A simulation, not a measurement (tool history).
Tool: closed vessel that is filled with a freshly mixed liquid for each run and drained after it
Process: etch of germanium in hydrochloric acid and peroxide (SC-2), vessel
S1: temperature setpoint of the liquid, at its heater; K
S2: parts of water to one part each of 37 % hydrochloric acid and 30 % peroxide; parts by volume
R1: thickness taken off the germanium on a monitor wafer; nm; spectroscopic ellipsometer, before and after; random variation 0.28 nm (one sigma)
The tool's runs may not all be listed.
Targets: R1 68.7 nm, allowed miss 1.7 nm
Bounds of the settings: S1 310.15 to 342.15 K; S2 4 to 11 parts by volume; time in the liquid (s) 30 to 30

Run 1, hour 0: S1 326.15 K, S2 6 parts by volume, time in the liquid (s) 30. Result: R1 93.977 nm.
Run 2, hour 8.3: S1 326.15 K, S2 8 parts by volume, time in the liquid (s) 30. Result: R1 92.854 nm.
Run 3, hour 10.4: S1 323.15 K, S2 8 parts by volume, time in the liquid (s) 30. Result: R1 84.312 nm.
Run 4, hour 17.6: S1 323.15 K, S2 8 parts by volume, time in the liquid (s) 30. Result: R1 84.659 nm.
Run 5, hour 20.1: S1 323.15 K, S2 7 parts by volume, time in the liquid (s) 30. Result: R1 84.93 nm.
Run 6, hour 22.6: S1 321.15 K, S2 7 parts by volume, time in the liquid (s) 30. Result: R1 79.143 nm.
Run 7, hour 27.7: S1 319.65 K, S2 7 parts by volume, time in the liquid (s) 30. Result: R1 75.735 nm.
Run 8, hour 30.1: S1 319.65 K, S2 7 parts by volume, time in the liquid (s) 30. Result: R1 75.588 nm.
Run 9, hour 38.8: S1 318.65 K, S2 7 parts by volume, time in the liquid (s) 30. Result: R1 73.521 nm.

Which of these 5 next moves meets every target?
Run A, hour 47.5: S1 314.65 K, S2 7 parts by volume, time in the liquid (s) 30. Result: R1 ?.
Run B, hour 47.5: S1 318.15 K, S2 9 parts by volume, time in the liquid (s) 30. Result: R1 ?.
Run C, hour 47.5: S1 316.65 K, S2 6.5 parts by volume, time in the liquid (s) 30. Result: R1 ?.
Run D, hour 47.5: S1 314.65 K, S2 6 parts by volume, time in the liquid (s) 30. Result: R1 ?.
Run E, hour 47.5: S1 315.65 K, S2 9 parts by volume, time in the liquid (s) 30. Result: R1 ?.

move      R1
   A  63.968
   B   70.79
   C  68.631
   D  64.348
   E  65.187
A: takes the result that was furthest off past its target
B: nearer than the last run, and not there yet
C: meets every target
D: takes the result that was furthest off past its target
E: takes the result that was furthest off past its target
Answer: C
